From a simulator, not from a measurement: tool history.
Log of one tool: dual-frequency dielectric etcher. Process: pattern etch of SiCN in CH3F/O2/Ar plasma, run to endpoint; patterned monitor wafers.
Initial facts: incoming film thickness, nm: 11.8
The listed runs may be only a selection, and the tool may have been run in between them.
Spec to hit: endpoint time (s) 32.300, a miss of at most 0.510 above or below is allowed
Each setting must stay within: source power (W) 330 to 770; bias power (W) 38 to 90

run  hour  source power (W)  bias power (W)  endpoint time (s)
  1   0.0               550              64             29.574
  2   3.7               630              64             28.316
  3   8.9               630              54             29.493
  4  12.2               630              61             28.811
  5  13.0               570              59             29.953
  6  17.2               530              58             30.844
  7  18.1               510              58             31.468
  8  19.2               500              58             31.712
  9  22.0               490              58             31.749

Pick the move, out of 5, that brings all results within their allowed miss; only one does.
  A  24.8               560              52                  ?
  B  24.8               460              65                  ?
  C  24.8               530              54                  ?
  D  24.8               420              55                  ?
  E  24.8               480              55                  ?

move  endpoint time (s)
   A             31.211
   B             31.483
   C             31.521
   D             34.064
   E             32.497
A: misses by more than the last run did
B: misses by more than the last run did
C: misses by more than the last run did
D: carries the result that was furthest off beyond its target, to the other side
E: hits every target within its allowed miss
E is the move that brings every result within its allowed miss.
